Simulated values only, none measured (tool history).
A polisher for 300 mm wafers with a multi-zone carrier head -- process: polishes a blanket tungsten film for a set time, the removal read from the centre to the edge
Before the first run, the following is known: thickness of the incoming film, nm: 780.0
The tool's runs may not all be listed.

run  hour  flow of slurry (ml/min)  pressure of the head's centre zone  pressure of the head's middle zone  pressure of the head's edge zone  abrasive content of the slurry  polishing time (s)  film removed at the wafer's centre (Å)  film removed at mid-radius (Å)  film removed at the wafer's edge (Å)
  1     0                      160                                   1                                   1                                 1                               1                  49                                  1531.2                          1501.5                                1566.3
  2   0.7                      160                                   1                                0.96                                 1                               1                  49                                  1520.5                          1429.7                                1573.3
  3   4.2                      175                                1.03                                0.97                              1.05                            1.15                  49                                  1651.2                          1522.6                                1674.4
  4   9.7                      185                                1.05                                0.97                              1.09                            1.25                  50                                  1741.4                          1596.6                                1778.8
  5  14.6                      195                                1.07                                0.97                              1.12                            1.35                  51                                    1868                          1677.8                                1871.8
  6  23.1                      205                                1.08                                0.96                              1.14                             1.4                  51                                  1913.8                          1660.5                                1909.6
  7    26                      210                                1.09                                0.96                              1.15                            1.45                  51                                  1946.9                          1697.1                                  1926

The next listed run, before its measurement:
  8  30.5                      215                                 1.1                                0.96                              1.16                            1.45                  51                                       ?                               ?                                     ?

Run 8 came out at film removed at the wafer's centre (Å) 2019.7, film removed at mid-radius (Å) 1708.7, film removed at the wafer's edge (Å) 1957.
